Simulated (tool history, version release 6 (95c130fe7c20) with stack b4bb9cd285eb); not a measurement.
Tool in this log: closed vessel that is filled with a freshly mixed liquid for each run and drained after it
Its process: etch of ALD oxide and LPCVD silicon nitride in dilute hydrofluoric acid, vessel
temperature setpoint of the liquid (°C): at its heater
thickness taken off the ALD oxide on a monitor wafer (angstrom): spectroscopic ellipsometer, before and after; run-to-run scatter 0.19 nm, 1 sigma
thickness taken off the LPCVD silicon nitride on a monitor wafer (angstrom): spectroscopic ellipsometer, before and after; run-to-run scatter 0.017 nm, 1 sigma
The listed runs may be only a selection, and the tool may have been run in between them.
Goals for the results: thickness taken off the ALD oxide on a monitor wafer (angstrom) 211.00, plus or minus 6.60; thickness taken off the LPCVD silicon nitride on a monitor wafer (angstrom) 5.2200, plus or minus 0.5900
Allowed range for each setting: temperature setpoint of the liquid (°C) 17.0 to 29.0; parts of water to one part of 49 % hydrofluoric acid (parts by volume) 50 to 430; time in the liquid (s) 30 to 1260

run  hour  temperature setpoint of the liquid (°C)  parts of water to one part of 49 % hydrofluoric acid (parts by volume)  time in the liquid (s)  thickness taken off the ALD oxide on a monitor wafer (angstrom)  thickness taken off the LPCVD silicon nitride on a monitor wafer (angstrom)
  1   0.0                                     21.0                                                                     240                     645                                                           315.43                                                                      10.2880
  2   3.7                                     21.0                                                                     240                     835                                                           413.96                                                                      12.8030
  3  11.9                                     20.0                                                                     260                     830                                                           362.18                                                                      11.1990
  4  20.1                                     20.0                                                                     260                     945                                                           409.40                                                                      12.9960
  5  24.4                                     19.5                                                                     275                     915                                                           360.71                                                                      10.8470
     30.1  -- thermometer replaced
  6  30.1                                     22.0                                                                     275                     915                                                           430.47                                                                      14.7710
  7  39.6                                     18.0                                                                     345                     845                                                           257.84                                                                       8.5410
  8  44.0                                     18.0                                                                     335                     795                                                           251.99                                                                       8.3006
  9  48.6                                     18.0                                                                     335                     795                                                           250.85                                                                       8.5696
 10  54.3                                     18.0                                                                     325                     740                                                           245.95                                                                       8.1115
 11  61.4                                     18.0                                                                     315                     695                                                           241.78                                                                       7.9915
 12  66.4                                     18.0                                                                     310                     655                                                           231.50                                                                       7.2803
 13  75.0                                     18.0                                                                     300                     615                                                           222.03                                                                       6.9823
 14  78.6                                     18.0                                                                     290                     580                                                           219.53                                                                       7.2923
 15  86.4                                     18.0                                                                     285                     565                                                           214.88                                                                       6.7401
 16  95.3                                     18.0                                                                     270                     535                                                           221.38                                                                       7.1570

Which one of the following 4 next-run settings gets every result inside its allowed miss? There is exactly one.
  A  104.2                                     23.5                                                                     310                     495                                                                ?                                                                            ?
  B  104.2                                     24.5                                                                     270                     385                                                                ?                                                                            ?
  C  104.2                                     17.0                                                                     120                     205                                                                ?                                                                            ?
  D  104.2                                     22.0                                                                     295                     445                                                                ?                                                                            ?

move  thickness taken off the ALD oxide on a monitor wafer (angstrom)  thickness taken off the LPCVD silicon nitride on a monitor wafer (angstrom)
   A                                                           208.63                                                                       7.6027
   B                                                           200.66                                                                       7.2085
   C                                                           209.58                                                                       5.1858
   D                                                           189.61                                                                       6.5415
A: further off than the last run
B: about as far from the targets as the last run
C: each result inside its tolerance
D: about as far from the targets as the last run
The move that meets every target is C.

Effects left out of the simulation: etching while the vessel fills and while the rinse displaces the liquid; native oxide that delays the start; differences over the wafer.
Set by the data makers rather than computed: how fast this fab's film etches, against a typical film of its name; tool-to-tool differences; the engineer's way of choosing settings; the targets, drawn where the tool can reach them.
